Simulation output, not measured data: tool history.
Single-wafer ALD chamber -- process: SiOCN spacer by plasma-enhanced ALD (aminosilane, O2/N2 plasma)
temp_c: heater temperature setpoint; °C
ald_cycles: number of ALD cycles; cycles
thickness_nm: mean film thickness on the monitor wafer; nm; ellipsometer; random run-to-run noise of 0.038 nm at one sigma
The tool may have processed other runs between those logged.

| run | hour | temp_c | ald_cycles | thickness_nm |
|---|---|---|---|---|
| 1 | 0.0 | 400 | 113 | 7.3158 |
| 2 | 7.4 | 394 | 113 | 7.2823 |
| 3 | 14.1 | 398 | 113 | 7.2816 |
| 4 | 21.7 | 398 | 101 | 6.5377 |
| 5 | 28.1 | 398 | 108 | 6.8970 |
| 6 | 31.9 | 398 | 113 | 7.3063 |
| 7 | 38.0 | 398 | 117 | 7.5437 |
| 8 | 46.7 | 398 | 120 | 7.7573 |
| 9 | 52.3 | 398 | 123 | 7.9263 |
| 10 | 55.3 | 398 | 125 | 8.0538 |
| 11 | 56.1 | 398 | 127 | 8.1536 |
| 12 | 57.6 | 398 | 129 | 8.2937 |
| 13 | 59.0 | 398 | 130 | 8.2856 |

Forecast run 14:
| 14 | 63.8 | 398 | 131 | ? |

Run 14 came out at thickness_nm 8.4291 nm.
